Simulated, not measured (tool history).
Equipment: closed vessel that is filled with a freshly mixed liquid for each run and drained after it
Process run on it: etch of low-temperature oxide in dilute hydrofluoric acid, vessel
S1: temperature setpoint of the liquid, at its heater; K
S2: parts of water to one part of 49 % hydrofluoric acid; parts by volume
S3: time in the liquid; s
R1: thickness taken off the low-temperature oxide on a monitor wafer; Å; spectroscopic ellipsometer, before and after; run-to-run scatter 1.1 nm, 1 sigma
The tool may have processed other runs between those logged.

run 1 hour=0.0 | S1=296.15 S2=50 S3=255 | R1=722.70
run 2 hour=5.1 | S1=297.65 S2=45 S3=255 | R1=866.21
run 3 hour=6.3 | S1=299.65 S2=45 S3=255 | R1=945.50
run 4 hour=12.9 | S1=298.15 S2=45 S3=255 | R1=879.70
run 5 hour=19.6 | S1=298.15 S2=45 S3=275 | R1=939.53
run 6 hour=23.1 | S1=298.15 S2=45 S3=255 | R1=881.39
run 7 hour=30.7 | S1=299.65 S2=40 S3=255 | R1=1050.30
run 8 hour=32.4 | S1=300.65 S2=35 S3=255 | R1=1278.00
run 9 hour=35.1 | S1=304.15 S2=25 S3=255 | R1=2094.70

Predict the results of run 10:
run 10 hour=36.9 | S1=303.65 S2=25 S3=255 | R1=?

Logged for run 10: R1 2057.90 Å.
